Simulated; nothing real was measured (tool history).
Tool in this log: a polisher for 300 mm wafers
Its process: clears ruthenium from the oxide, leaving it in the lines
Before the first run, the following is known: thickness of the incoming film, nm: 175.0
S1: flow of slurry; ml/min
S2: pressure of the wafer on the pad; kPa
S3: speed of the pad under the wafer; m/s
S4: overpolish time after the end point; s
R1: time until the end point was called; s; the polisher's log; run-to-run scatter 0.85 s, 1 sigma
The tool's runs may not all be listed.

run 1 hour=0.0 | S1=295 S2=14.5 S3=1.06 S4=14 | R1=130.710
run 2 hour=7.2 | S1=295 S2=16.5 S3=1.06 S4=14 | R1=115.380
run 3 hour=8.6 | S1=295 S2=16.5 S3=1.06 S4=14 | R1=115.110
run 4 hour=12.4 | S1=295 S2=16.5 S3=0.90 S4=14 | R1=127.600
run 5 hour=19.8 | S1=295 S2=16.5 S3=0.90 S4=14 | R1=130.900
run 6 hour=26.9 | S1=295 S2=16.5 S3=0.90 S4=15 | R1=131.990
run 7 hour=33.8 | S1=295 S2=16.5 S3=0.90 S4=15 | R1=128.170
run 8 hour=37.6 | S1=300 S2=20.7 S3=1.00 S4=15 | R1=95.189
run 9 hour=46.4 | S1=300 S2=21.4 S3=1.04 S4=15 | R1=90.310
run 10 hour=51.8 | S1=300 S2=21.4 S3=1.06 S4=15 | R1=87.560

What will run 11 give?
run 11 hour=55.8 | S1=300 S2=21.4 S3=1.08 S4=15 | R1=?

Run 11 measured R1 87.869 s.
